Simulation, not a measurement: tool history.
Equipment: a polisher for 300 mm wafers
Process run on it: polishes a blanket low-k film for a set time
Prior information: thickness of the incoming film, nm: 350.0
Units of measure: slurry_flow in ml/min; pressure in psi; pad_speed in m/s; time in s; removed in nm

{"run": 1, "hour": 0.0, "slurry_flow": 165, "pressure": 1.5, "pad_speed": 0.8, "slurry_solids": 1.0, "time": 43, "removed": 12.377}
{"run": 2, "hour": 7.7, "slurry_flow": 165, "pressure": 1.8, "pad_speed": 0.8, "slurry_solids": 1.0, "time": 43, "removed": 13.878}
{"run": 3, "hour": 16.1, "slurry_flow": 165, "pressure": 1.8, "pad_speed": 0.8, "slurry_solids": 1.0, "time": 43, "removed": 14.129}
{"run": 4, "hour": 22.2, "slurry_flow": 190, "pressure": 1.8, "pad_speed": 0.8, "slurry_solids": 1.0, "time": 43, "removed": 14.251}
{"run": 5, "hour": 28.0, "slurry_flow": 190, "pressure": 1.6, "pad_speed": 0.78, "slurry_solids": 1.0, "time": 43, "removed": 12.904}
{"run": 6, "hour": 30.6, "slurry_flow": 190, "pressure": 1.5, "pad_speed": 0.76, "slurry_solids": 1.0, "time": 43, "removed": 12.181}
{"run": 7, "hour": 34.0, "slurry_flow": 190, "pressure": 1.4, "pad_speed": 0.74, "slurry_solids": 1.0, "time": 43, "removed": 11.855}

What does the tool deliver on the next run?
{"run": 8, "hour": 35.0, "slurry_flow": 190, "pressure": 1.3, "pad_speed": 0.72, "slurry_solids": 1.0, "time": 43, "removed": "?"}

removed: 10.923 nm

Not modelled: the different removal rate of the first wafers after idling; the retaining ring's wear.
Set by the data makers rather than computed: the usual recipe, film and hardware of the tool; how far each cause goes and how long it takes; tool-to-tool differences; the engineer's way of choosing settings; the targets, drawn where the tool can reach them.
